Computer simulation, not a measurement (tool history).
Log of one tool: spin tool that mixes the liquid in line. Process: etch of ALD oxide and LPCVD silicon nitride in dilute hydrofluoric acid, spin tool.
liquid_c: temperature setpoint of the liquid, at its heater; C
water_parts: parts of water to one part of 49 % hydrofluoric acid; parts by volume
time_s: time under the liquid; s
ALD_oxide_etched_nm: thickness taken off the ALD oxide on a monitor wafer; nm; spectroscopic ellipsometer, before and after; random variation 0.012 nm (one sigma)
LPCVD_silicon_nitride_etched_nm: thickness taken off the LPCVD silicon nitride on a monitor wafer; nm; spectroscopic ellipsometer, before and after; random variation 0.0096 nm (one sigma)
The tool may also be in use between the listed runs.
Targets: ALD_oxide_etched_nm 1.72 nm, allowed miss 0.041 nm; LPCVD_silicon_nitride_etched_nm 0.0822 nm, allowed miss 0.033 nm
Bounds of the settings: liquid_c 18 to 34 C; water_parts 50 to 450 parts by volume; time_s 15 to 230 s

run  hour  liquid_c  water_parts  time_s  ALD_oxide_etched_nm  LPCVD_silicon_nitride_etched_nm
  1     0        26          250     120               7.0099                          0.30504
  2   6.2        26          300     120               5.5644                          0.28009
  3  14.7        26          335     120                 4.83                          0.24273
  4    22        26          270     120               6.2595                           0.2686
  5  24.4      23.5          330     110               4.0717                          0.19615
  6  30.7      23.5          405     110               3.1216                           0.1728
  7  36.3      19.5          450      75               1.6091                         0.068267
  8  45.2        20          450      75               1.6464                         0.074734
  9    51      20.5          450      75               1.6551                         0.082351

5 next moves are on the table. One of them brings every result within its allowed miss. Which?
  A  56.8      23.5          450      65                    ?                                ?
  B  56.8        18          450      80                    ?                                ?
  C  56.8        22          450      70                    ?                                ?
  D  56.8      21.5          450      75                    ?                                ?
  E  56.8      20.5          430      70                    ?                                ?

move  ALD_oxide_etched_nm  LPCVD_silicon_nitride_etched_nm
   A               1.5904                         0.080324
   B               1.6278                         0.070921
   C                1.631                         0.079166
   D               1.7189                         0.082325
   E               1.6503                         0.075592
A: further off than the last run
B: further off than the last run
C: further off than the last run
D: meets every target
E: further off than the last run
The right move is D.
